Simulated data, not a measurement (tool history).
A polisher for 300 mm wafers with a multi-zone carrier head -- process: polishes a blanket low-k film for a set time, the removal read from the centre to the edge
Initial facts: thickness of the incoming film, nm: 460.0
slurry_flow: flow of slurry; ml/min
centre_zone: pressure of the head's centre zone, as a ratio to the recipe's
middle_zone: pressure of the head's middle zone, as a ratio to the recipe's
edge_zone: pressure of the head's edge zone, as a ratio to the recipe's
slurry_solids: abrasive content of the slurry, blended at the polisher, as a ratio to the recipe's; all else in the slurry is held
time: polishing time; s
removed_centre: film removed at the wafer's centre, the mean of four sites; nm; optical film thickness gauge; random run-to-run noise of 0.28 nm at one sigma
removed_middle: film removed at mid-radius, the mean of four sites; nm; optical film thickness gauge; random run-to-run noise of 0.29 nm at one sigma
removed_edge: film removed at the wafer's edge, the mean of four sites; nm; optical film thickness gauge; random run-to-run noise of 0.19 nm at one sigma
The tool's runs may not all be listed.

run 1 hour=0.0 | slurry_flow=275 centre_zone=1.00 middle_zone=1.00 edge_zone=1.00 slurry_solids=1.00 time=36 | removed_centre=18.841 removed_middle=18.764 removed_edge=19.890
run 2 hour=7.2 | slurry_flow=275 centre_zone=0.92 middle_zone=1.00 edge_zone=1.00 slurry_solids=1.00 time=36 | removed_centre=17.856 removed_middle=19.501 removed_edge=20.234
run 3 hour=10.8 | slurry_flow=310 centre_zone=0.92 middle_zone=1.00 edge_zone=1.00 slurry_solids=1.00 time=36 | removed_centre=17.919 removed_middle=19.217 removed_edge=20.050
run 4 hour=15.8 | slurry_flow=310 centre_zone=0.92 middle_zone=0.92 edge_zone=1.00 slurry_solids=1.00 time=36 | removed_centre=17.950 removed_middle=17.933 removed_edge=20.097
run 5 hour=18.8 | slurry_flow=310 centre_zone=0.92 middle_zone=0.92 edge_zone=1.01 slurry_solids=1.05 time=36 | removed_centre=18.304 removed_middle=19.088 removed_edge=20.592
run 6 hour=21.1 | slurry_flow=305 centre_zone=0.93 middle_zone=0.91 edge_zone=1.03 slurry_solids=1.05 time=36 | removed_centre=18.278 removed_middle=18.379 removed_edge=20.908
run 7 hour=28.0 | slurry_flow=305 centre_zone=0.94 middle_zone=0.91 edge_zone=1.04 slurry_solids=1.05 time=36 | removed_centre=18.763 removed_middle=19.052 removed_edge=20.924
run 8 hour=34.6 | slurry_flow=290 centre_zone=0.94 middle_zone=0.90 edge_zone=1.04 slurry_solids=1.05 time=36 | removed_centre=18.748 removed_middle=17.942 removed_edge=20.925
run 9 hour=41.5 | slurry_flow=290 centre_zone=0.94 middle_zone=0.90 edge_zone=1.04 slurry_solids=1.05 time=36 | removed_centre=18.673 removed_middle=17.953 removed_edge=20.732

Estimate the outcome of run 10 from the log above:
run 10 hour=48.1 | slurry_flow=290 centre_zone=0.94 middle_zone=0.90 edge_zone=1.05 slurry_solids=1.05 time=36 | removed_centre=? removed_middle=? removed_edge=?

{"run 10": {"removed_centre": 19.01, "removed_middle": 18.234, "removed_edge": 20.967}}

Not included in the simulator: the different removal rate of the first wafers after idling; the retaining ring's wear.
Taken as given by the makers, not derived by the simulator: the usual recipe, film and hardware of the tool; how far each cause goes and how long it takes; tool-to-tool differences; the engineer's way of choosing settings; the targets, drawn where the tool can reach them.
